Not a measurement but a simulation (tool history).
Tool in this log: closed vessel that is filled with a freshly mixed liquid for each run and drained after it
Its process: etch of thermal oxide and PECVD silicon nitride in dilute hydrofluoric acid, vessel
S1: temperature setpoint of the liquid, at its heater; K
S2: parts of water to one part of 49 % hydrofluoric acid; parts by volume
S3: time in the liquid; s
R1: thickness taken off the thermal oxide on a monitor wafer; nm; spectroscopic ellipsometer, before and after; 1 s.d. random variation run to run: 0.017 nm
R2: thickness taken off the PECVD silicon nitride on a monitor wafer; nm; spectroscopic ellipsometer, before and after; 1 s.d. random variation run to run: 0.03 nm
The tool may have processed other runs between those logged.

Run 1, hour 0: S1 296.15 K, S2 180 parts by volume, S3 360 s. Result: R1 7.1871 nm, R2 9.8616 nm.
Run 2, hour 5.9: S1 295.15 K, S2 195 parts by volume, S3 360 s. Result: R1 6.2653 nm, R2 8.4978 nm.
Run 3, hour 9.8: S1 294.15 K, S2 210 parts by volume, S3 360 s. Result: R1 5.5246 nm, R2 7.4186 nm.
Run 4, hour 15.7: S1 293.15 K, S2 220 parts by volume, S3 360 s. Result: R1 5.0125 nm, R2 6.5385 nm.
Run 5, hour 18.7: S1 293.15 K, S2 255 parts by volume, S3 360 s. Result: R1 4.1933 nm, R2 5.6421 nm.
Run 6, hour 25.7: S1 292.65 K, S2 260 parts by volume, S3 360 s. Result: R1 3.9729 nm, R2 5.4416 nm.
Run 7, hour 33.4: S1 292.15 K, S2 260 parts by volume, S3 360 s. Result: R1 3.9872 nm, R2 5.1803 nm.
Run 8, hour 36.7: S1 292.15 K, S2 265 parts by volume, S3 360 s. Result: R1 3.8408 nm, R2 5.0775 nm.
Run 9, hour 41.4: S1 291.65 K, S2 270 parts by volume, S3 360 s. Result: R1 3.7057 nm, R2 4.9544 nm.

Run 10, settings as shown, results not yet in. Your forecast:
Run 10, hour 46.2: S1 291.15 K, S2 270 parts by volume, S3 360 s. Result: R1 ?, R2 ?.

{"run 10": {"R1": 3.6285, "R2": 4.6917}}
